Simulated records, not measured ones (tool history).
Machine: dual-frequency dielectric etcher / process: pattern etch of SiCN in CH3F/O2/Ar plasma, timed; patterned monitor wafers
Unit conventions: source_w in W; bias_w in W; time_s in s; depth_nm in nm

run  hour  source_w  bias_w  time_s  depth_nm
  1   0.0       360      69    89.5    32.620
  2   5.0       360      59    89.5    31.402
  3  13.8       360      59    89.5    31.375
  4  17.6       350      59    89.5    31.157
  5  23.2       340      58    89.5    30.957
  6  26.9       340      58    93.5    32.178
  7  27.7       330      57    93.5    31.455

Run 8 comes next. What will it give?
  8  29.2       320      57    93.5         ?

depth_nm: 31.410 nm
